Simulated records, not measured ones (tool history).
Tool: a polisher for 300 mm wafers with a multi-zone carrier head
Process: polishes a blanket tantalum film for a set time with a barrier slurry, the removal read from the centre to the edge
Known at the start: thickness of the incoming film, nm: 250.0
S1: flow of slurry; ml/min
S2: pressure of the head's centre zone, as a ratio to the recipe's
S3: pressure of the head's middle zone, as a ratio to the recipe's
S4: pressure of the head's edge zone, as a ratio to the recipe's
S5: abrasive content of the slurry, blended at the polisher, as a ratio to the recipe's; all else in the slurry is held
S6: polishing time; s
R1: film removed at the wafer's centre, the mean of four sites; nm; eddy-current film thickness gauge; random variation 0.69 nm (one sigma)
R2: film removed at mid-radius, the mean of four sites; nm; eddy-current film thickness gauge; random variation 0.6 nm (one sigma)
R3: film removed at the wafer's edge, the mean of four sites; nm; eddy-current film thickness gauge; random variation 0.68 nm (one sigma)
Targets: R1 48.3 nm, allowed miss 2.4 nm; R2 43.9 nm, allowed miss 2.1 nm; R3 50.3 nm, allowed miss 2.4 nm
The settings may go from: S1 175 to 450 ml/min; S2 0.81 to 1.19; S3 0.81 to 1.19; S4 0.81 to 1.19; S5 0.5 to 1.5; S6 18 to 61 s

Run 1, hour 0: S1 290 ml/min, S2 1, S3 1, S4 1, S5 1, S6 39 s. Result: R1 71.894 nm, R2 69.891 nm, R3 69.962 nm.
Run 2, hour 6.5: S1 290 ml/min, S2 0.99, S3 0.97, S4 1, S5 0.9, S6 38 s. Result: R1 66.894 nm, R2 63.929 nm, R3 65.78 nm.
Run 3, hour 14.2: S1 290 ml/min, S2 0.98, S3 0.95, S4 1, S5 0.8, S6 37 s. Result: R1 61.226 nm, R2 58.346 nm, R3 60.847 nm.
Run 4, hour 21.8: S1 290 ml/min, S2 0.97, S3 0.93, S4 1, S5 0.75, S6 37 s. Result: R1 60.662 nm, R2 57.129 nm, R3 57.861 nm.
Run 5, hour 27.7: S1 290 ml/min, S2 0.93, S3 0.93, S4 1, S5 0.75, S6 37 s. Result: R1 56.662 nm, R2 57.288 nm, R3 58.961 nm.
Run 6, hour 34.5: S1 285 ml/min, S2 0.93, S3 0.91, S4 1.02, S5 0.7, S6 36 s. Result: R1 54.193 nm, R2 51.616 nm, R3 56.498 nm.
Run 7, hour 43: S1 280 ml/min, S2 0.92, S3 0.89, S4 1.02, S5 0.65, S6 36 s. Result: R1 50.581 nm, R2 49.804 nm, R3 54.723 nm.
Run 8, hour 46.6: S1 280 ml/min, S2 0.92, S3 0.89, S4 1.02, S5 0.65, S6 36 s. Result: R1 50.943 nm, R2 50.039 nm, R3 54.453 nm.
Run 9, hour 52.2: S1 275 ml/min, S2 0.92, S3 0.87, S4 1.02, S5 0.65, S6 36 s. Result: R1 51.849 nm, R2 48.36 nm, R3 55.789 nm.
Run 10, hour 54.8: S1 275 ml/min, S2 0.92, S3 0.86, S4 1.01, S5 0.6, S6 36 s. Result: R1 48.097 nm, R2 46.404 nm, R3 52.22 nm.
Run 11, hour 60.6: S1 275 ml/min, S2 0.93, S3 0.85, S4 1.01, S5 0.6, S6 36 s. Result: R1 50.377 nm, R2 47.158 nm, R3 51.443 nm.

4 next moves are on the table. One of them brings every result within its allowed miss. Which?
Run A, hour 66.4: S1 250 ml/min, S2 0.98, S3 0.81, S4 1.09, S5 0.55, S6 39 s. Result: R1 ?, R2 ?, R3 ?.
Run B, hour 66.4: S1 350 ml/min, S2 0.95, S3 0.85, S4 1.05, S5 0.6, S6 33 s. Result: R1 ?, R2 ?, R3 ?.
Run C, hour 66.4: S1 295 ml/min, S2 0.95, S3 0.98, S4 0.92, S5 0.5, S6 40 s. Result: R1 ?, R2 ?, R3 ?.
Run D, hour 66.4: S1 230 ml/min, S2 0.95, S3 0.87, S4 0.93, S5 0.7, S6 37 s. Result: R1 ?, R2 ?, R3 ?.

move      R1      R2      R3
   A  53.322  46.774  54.023
   B    47.9  44.582  48.569
   C  51.048  52.385  48.968
   D  55.076  52.324  53.764
A: further off than the last run
B: meets every target
C: further off than the last run
D: further off than the last run
Answer: B

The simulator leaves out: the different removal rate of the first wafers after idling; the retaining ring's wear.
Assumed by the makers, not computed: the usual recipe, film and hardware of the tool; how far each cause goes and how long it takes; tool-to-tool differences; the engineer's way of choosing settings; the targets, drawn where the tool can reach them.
